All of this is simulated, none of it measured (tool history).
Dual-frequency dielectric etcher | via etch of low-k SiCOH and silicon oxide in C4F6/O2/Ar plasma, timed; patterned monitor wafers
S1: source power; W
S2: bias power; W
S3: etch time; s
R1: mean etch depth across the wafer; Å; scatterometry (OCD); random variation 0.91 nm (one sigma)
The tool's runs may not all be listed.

run	hour	S1	S2	S3	R1
1	0	480	181	59.5	1520.2
2	1.9	500	187	59.5	1558.8
3	5.3	440	187	59.5	1495.5
4	6.8	390	187	59.5	1428
5	9.8	420	193	59.5	1496
6	18.1	360	193	59.5	1408.6
7	19	390	198	59.5	1484.9
8	20.2	420	201	59.5	1515.8
9	28.3	440	205	59.5	1563.5
10	34.4	440	205	59.5	1565.4
11	38.3	460	207	59.5	1591.5
12	41.5	480	210	59.5	1644.1
# hour 49: source power generator calibrated
13	49	500	211	59.5	1681.7
14	55	520	212	59.5	1717.5
15	62.8	530	213	59.5	1735.3
16	67.2	540	214	59.5	1755.9
17	76	550	214	59.5	1764.8
18	77.2	560	215	59.5	1781.8
19	83.3	570	216	59.5	1784.4
20	89.7	570	216	59.5	1807.3
21	95.8	580	216	59.5	1815.2
22	97.1	590	217	59.5	1831.5

Run 23 comes next. What will it give?
23	102.9	600	218	59.5	?

R1: 1844.1 Å
